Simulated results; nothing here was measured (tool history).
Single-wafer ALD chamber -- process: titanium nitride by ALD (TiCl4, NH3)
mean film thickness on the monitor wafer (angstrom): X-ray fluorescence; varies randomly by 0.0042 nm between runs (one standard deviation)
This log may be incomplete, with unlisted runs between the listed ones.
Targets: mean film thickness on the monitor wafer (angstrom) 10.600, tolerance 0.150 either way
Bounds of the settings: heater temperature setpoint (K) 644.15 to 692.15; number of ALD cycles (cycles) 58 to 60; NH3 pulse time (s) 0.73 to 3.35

run  hour  heater temperature setpoint (K)  number of ALD cycles (cycles)  NH3 pulse time (s)  mean film thickness on the monitor wafer (angstrom)
  1   0.0                           668.15                             58                2.04                                               11.306
  2   7.3                           668.15                             58                2.04                                               11.302
  3  14.5                           662.15                             58                1.72                                               11.077
  4  16.9                           662.15                             60                1.72                                               11.475
  5  23.4                           655.15                             60                1.72                                               11.486
  6  31.1                           659.15                             60                1.72                                               11.469
  7  34.5                           658.15                             60                1.53                                               11.381
  8  42.8                           657.15                             60                1.38                                               11.249
  9  49.9                           657.15                             60                1.30                                               11.137
 10  51.0                           657.15                             60                1.27                                               11.129
 11  57.0                           657.15                             60                1.24                                               11.093
 12  59.0                           657.15                             60                1.22                                               11.067

Next run, 5 choices. One meets every target within its allowed miss, the rest don't. Which?
  A  61.0                           657.15                             59                1.28                                                    ?
  B  61.0                           649.15                             60                0.93                                                    ?
  C  61.0                           648.15                             58                1.50                                                    ?
  D  61.0                           648.15                             59                0.87                                                    ?
  E  61.0                           660.15                             59                1.22                                                    ?

move  mean film thickness on the monitor wafer (angstrom)
   A                                               10.940
   B                                               10.499
   C                                               10.778
   D                                               10.171
   E                                               10.939
A: better than the last run, though not everything is in spec
B: hits every target within its allowed miss
C: better than the last run, though not everything is in spec
D: the result that was furthest off in the last run now lies on the other side of its target
E: better than the last run, though not everything is in spec
B is the move that brings every result within its allowed miss.
